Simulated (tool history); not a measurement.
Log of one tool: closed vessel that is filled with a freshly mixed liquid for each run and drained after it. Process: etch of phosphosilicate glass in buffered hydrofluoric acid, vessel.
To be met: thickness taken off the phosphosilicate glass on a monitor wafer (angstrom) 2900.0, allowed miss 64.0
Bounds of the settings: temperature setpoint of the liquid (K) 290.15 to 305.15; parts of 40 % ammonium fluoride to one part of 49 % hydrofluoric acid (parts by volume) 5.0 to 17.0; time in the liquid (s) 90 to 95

run,day,temperature setpoint of the liquid (K),parts of 40 % ammonium fluoride to one part of 49 % hydrofluoric acid (parts by volume),time in the liquid (s),thickness taken off the phosphosilicate glass on a monitor wafer (angstrom)
1,0.000,297.15,10.5,90,4615.3
2,0.225,295.65,10.5,90,4226.3
3,0.321,295.65,9.0,90,4787.6
4,0.546,294.65,9.5,90,4232.0
5,0.729,293.65,9.5,90,4084.0
6,0.875,296.65,9.5,90,4830.3
7,0.938,295.15,10.0,90,4235.3
8,1.233,294.15,10.0,90,4028.2
9,1.592,293.15,10.5,90,3673.8

4 next moves are on the table. One of them brings every result within its allowed miss. Which?
A,1.950,290.15,10.0,95,?
B,1.950,292.65,13.0,90,?
C,1.950,297.65,12.5,95,?
D,1.950,291.65,11.0,90,?

move,thickness taken off the phosphosilicate glass on a monitor wafer (angstrom)
A,3396.4
B,2928.0
C,4234.1
D,3257.9
A: nearer than the last run, and not there yet
B: meets every target
C: further off than the last run
D: nearer than the last run, and not there yet
Move B is the one to make.

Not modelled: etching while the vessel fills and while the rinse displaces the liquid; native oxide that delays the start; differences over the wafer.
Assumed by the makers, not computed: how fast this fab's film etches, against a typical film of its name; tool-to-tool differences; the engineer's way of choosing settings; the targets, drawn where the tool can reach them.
